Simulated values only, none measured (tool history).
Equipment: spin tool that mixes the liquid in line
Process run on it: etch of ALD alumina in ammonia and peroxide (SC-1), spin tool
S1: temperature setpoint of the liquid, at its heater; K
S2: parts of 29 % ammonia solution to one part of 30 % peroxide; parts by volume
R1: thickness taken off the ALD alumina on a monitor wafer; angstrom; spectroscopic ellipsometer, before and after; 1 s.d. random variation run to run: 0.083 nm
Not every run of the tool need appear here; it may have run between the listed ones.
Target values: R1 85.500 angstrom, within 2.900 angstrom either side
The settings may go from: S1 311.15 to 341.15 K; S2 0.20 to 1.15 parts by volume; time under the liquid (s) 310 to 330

Run 1, day 0.000: S1 325.15 K, S2 0.65 parts by volume, time under the liquid (s) 310. Result: R1 177.950 angstrom.
Run 2, day 0.338: S1 325.15 K, S2 0.65 parts by volume, time under the liquid (s) 330. Result: R1 190.910 angstrom.
Run 3, day 0.546: S1 325.15 K, S2 0.65 parts by volume, time under the liquid (s) 310. Result: R1 182.400 angstrom.
Run 4, day 0.662: S1 321.15 K, S2 0.65 parts by volume, time under the liquid (s) 310. Result: R1 142.940 angstrom.
Run 5, day 1.033: S1 321.15 K, S2 0.75 parts by volume, time under the liquid (s) 310. Result: R1 145.220 angstrom.
Run 6, day 1.275: S1 321.15 K, S2 0.95 parts by volume, time under the liquid (s) 310. Result: R1 148.780 angstrom.
Run 7, day 1.567: S1 318.65 K, S2 0.90 parts by volume, time under the liquid (s) 310. Result: R1 128.900 angstrom.
Run 8, day 1.621: S1 316.65 K, S2 0.90 parts by volume, time under the liquid (s) 310. Result: R1 115.460 angstrom.
Run 9, day 1.704: S1 315.15 K, S2 0.90 parts by volume, time under the liquid (s) 310. Result: R1 104.920 angstrom.
Run 10, day 2.042: S1 314.15 K, S2 0.90 parts by volume, time under the liquid (s) 310. Result: R1 98.859 angstrom.
Run 11, day 2.325: S1 313.65 K, S2 0.90 parts by volume, time under the liquid (s) 310. Result: R1 97.041 angstrom.
Run 12, day 2.571: S1 313.15 K, S2 0.90 parts by volume, time under the liquid (s) 310. Result: R1 91.740 angstrom.
Run 13, day 2.617: S1 312.65 K, S2 0.90 parts by volume, time under the liquid (s) 310. Result: R1 90.763 angstrom.
Run 14, day 2.846: S1 312.65 K, S2 0.90 parts by volume, time under the liquid (s) 310. Result: R1 89.739 angstrom.

4 next moves are on the table. One of them brings every result within its allowed miss. Which?
Run A, day 3.075: S1 313.15 K, S2 0.70 parts by volume, time under the liquid (s) 310. Result: R1 ?.
Run B, day 3.075: S1 312.15 K, S2 0.85 parts by volume, time under the liquid (s) 325. Result: R1 ?.
Run C, day 3.075: S1 311.65 K, S2 1.00 parts by volume, time under the liquid (s) 310. Result: R1 ?.
Run D, day 3.075: S1 313.15 K, S2 0.85 parts by volume, time under the liquid (s) 310. Result: R1 ?.

move      R1
   A  91.785
   B  92.394
   C  86.889
   D  93.505
A: its largest miss is bigger than the last run's
B: its largest miss is bigger than the last run's
C: in spec on every target
D: its largest miss is bigger than the last run's
Answer: C
